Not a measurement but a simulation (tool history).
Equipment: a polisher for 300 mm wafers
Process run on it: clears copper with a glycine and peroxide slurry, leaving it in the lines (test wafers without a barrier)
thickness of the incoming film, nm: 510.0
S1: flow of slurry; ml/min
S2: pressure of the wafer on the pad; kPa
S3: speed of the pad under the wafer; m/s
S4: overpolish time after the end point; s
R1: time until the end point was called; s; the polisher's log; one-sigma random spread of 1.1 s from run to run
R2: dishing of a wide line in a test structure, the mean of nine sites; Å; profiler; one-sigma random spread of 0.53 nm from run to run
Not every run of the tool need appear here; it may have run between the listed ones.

| run | day | S1 | S2 | S3 | S4 | R1 | R2 |
|---|---|---|---|---|---|---|---|
| 1 | 0.000 | 175 | 18.6 | 1.02 | 12 | 118.33 | 305.34 |
| 2 | 0.092 | 175 | 15.9 | 1.02 | 12 | 132.55 | 279.70 |
| 3 | 0.333 | 175 | 20.0 | 1.02 | 12 | 113.83 | 320.67 |
| 4 | 0.442 | 175 | 20.0 | 1.02 | 8 | 113.38 | 236.24 |
| 5 | 0.542 | 175 | 20.7 | 1.02 | 9 | 109.41 | 257.99 |
| 6 | 0.654 | 155 | 20.7 | 1.02 | 9 | 114.84 | 257.01 |

Run 7 is up next; what results do you expect?
|  | 0.867 | slurry nozzle cleaned |
| 7 | 0.867 | 155 | 21.4 | 1.02 | 9 | ? | ? |

Run 7 produced R1 103.16 s, R2 280.34 Å.

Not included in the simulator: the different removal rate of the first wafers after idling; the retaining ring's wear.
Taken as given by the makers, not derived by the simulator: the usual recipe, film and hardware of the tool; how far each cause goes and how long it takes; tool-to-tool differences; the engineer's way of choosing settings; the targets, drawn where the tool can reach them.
